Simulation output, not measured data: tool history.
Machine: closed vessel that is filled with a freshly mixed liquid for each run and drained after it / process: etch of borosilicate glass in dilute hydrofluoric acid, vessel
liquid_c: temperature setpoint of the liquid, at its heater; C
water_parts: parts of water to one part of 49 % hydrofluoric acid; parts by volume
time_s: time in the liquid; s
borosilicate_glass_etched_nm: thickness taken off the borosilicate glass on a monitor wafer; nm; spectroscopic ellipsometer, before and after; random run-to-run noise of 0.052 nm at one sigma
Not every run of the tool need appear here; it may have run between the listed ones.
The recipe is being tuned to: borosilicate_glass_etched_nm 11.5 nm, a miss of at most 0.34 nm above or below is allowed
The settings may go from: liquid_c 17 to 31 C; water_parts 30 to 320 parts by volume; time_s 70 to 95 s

run,hour,liquid_c,water_parts,time_s,borosilicate_glass_etched_nm
1,0,23,175,95,12.107
2,4.2,23,175,70,8.8406
3,11.5,25,175,70,9.6905
4,19,26,170,70,10.293
5,26,26,170,95,14.067
6,32.8,26,135,95,18.409
7,40.1,23.5,140,95,16.12
8,43.5,21.5,145,95,14.357
# hour 47.5: hydrofluoric acid flow meter replaced
9,47.5,21.5,145,95,15.462
10,54.9,21,155,95,14.064
11,61,21,160,95,13.499
12,67.9,21,165,95,13.125
13,72.7,21,165,95,12.973
14,80.3,21,170,95,12.637

4 candidate next runs follow, results not yet known. Just one meets every target within its allowed miss. Identify it.
A,87.9,21,185,90,?
B,87.9,20,170,90,?
C,87.9,19,125,70,?
D,87.9,22.5,155,85,?

move,borosilicate_glass_etched_nm
A,10.682
B,11.353
C,12.086
D,13.171
A: moves the result that the last run missed by most past its target, out the other side
B: all results in spec
C: closer than the last run, but not yet in spec
D: the biggest miss grows against the last run
B is the move that brings every result within its allowed miss.
